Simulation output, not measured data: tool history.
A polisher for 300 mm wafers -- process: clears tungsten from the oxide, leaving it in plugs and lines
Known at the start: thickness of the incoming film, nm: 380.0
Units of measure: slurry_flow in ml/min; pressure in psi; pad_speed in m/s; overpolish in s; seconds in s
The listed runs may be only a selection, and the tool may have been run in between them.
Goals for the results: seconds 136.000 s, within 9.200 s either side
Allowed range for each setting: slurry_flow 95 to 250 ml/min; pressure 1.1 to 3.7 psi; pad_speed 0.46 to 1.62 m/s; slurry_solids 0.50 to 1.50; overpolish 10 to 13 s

{"run": 1, "hour": 0.0, "slurry_flow": 160, "pressure": 2.4, "pad_speed": 1.04, "slurry_solids": 1.0, "overpolish": 13, "seconds": 97.097}
{"run": 2, "hour": 6.0, "slurry_flow": 160, "pressure": 2.6, "pad_speed": 1.04, "slurry_solids": 1.0, "overpolish": 13, "seconds": 89.414}
{"run": 3, "hour": 8.7, "slurry_flow": 160, "pressure": 2.6, "pad_speed": 1.04, "slurry_solids": 1.0, "overpolish": 13, "seconds": 91.598}
{"run": 4, "hour": 10.9, "slurry_flow": 160, "pressure": 2.8, "pad_speed": 1.04, "slurry_solids": 1.0, "overpolish": 13, "seconds": 82.182}
{"run": 5, "hour": 17.7, "slurry_flow": 160, "pressure": 2.8, "pad_speed": 1.04, "slurry_solids": 1.0, "overpolish": 10, "seconds": 83.739}
{"run": 6, "hour": 23.2, "slurry_flow": 160, "pressure": 2.7, "pad_speed": 1.02, "slurry_solids": 1.0, "overpolish": 10, "seconds": 89.514}
{"run": 7, "hour": 27.1, "slurry_flow": 160, "pressure": 2.6, "pad_speed": 1.02, "slurry_solids": 1.0, "overpolish": 10, "seconds": 92.725}
{"run": 8, "hour": 32.0, "slurry_flow": 160, "pressure": 2.5, "pad_speed": 1.02, "slurry_solids": 1.0, "overpolish": 10, "seconds": 93.693}
{"run": 9, "hour": 38.5, "slurry_flow": 160, "pressure": 2.4, "pad_speed": 1.0, "slurry_solids": 1.0, "overpolish": 10, "seconds": 99.227}
{"run": 10, "hour": 41.2, "slurry_flow": 160, "pressure": 2.3, "pad_speed": 0.98, "slurry_solids": 1.0, "overpolish": 10, "seconds": 108.48}
{"run": 11, "hour": 44.9, "slurry_flow": 160, "pressure": 2.2, "pad_speed": 0.98, "slurry_solids": 1.0, "overpolish": 10, "seconds": 112.51}
{"run": 12, "hour": 52.7, "slurry_flow": 160, "pressure": 2.0, "pad_speed": 0.96, "slurry_solids": 1.0, "overpolish": 10, "seconds": 120.56}

Which single option among these 4 for the next run brings every result within its allowed miss of target? Just one does.
{"run": "A", "hour": 60.5, "slurry_flow": 135, "pressure": 2.0, "pad_speed": 0.78, "slurry_solids": 0.85, "overpolish": 11, "seconds": "?"}
{"run": "B", "hour": 60.5, "slurry_flow": 160, "pressure": 1.6, "pad_speed": 0.88, "slurry_solids": 0.9, "overpolish": 12, "seconds": "?"}
{"run": "C", "hour": 60.5, "slurry_flow": 155, "pressure": 2.1, "pad_speed": 1.04, "slurry_solids": 1.05, "overpolish": 10, "seconds": "?"}
{"run": "D", "hour": 60.5, "slurry_flow": 135, "pressure": 2.0, "pad_speed": 0.92, "slurry_solids": 1.0, "overpolish": 10, "seconds": "?"}

move=A seconds=164.560
move=B seconds=173.770
move=C seconds=111.320
move=D seconds=136.320
A: carries the result that was furthest off beyond its target, to the other side
B: carries the result that was furthest off beyond its target, to the other side
C: lands further from the targets than the last run did
D: every result lands within tolerance
Go with D: it meets all targets.

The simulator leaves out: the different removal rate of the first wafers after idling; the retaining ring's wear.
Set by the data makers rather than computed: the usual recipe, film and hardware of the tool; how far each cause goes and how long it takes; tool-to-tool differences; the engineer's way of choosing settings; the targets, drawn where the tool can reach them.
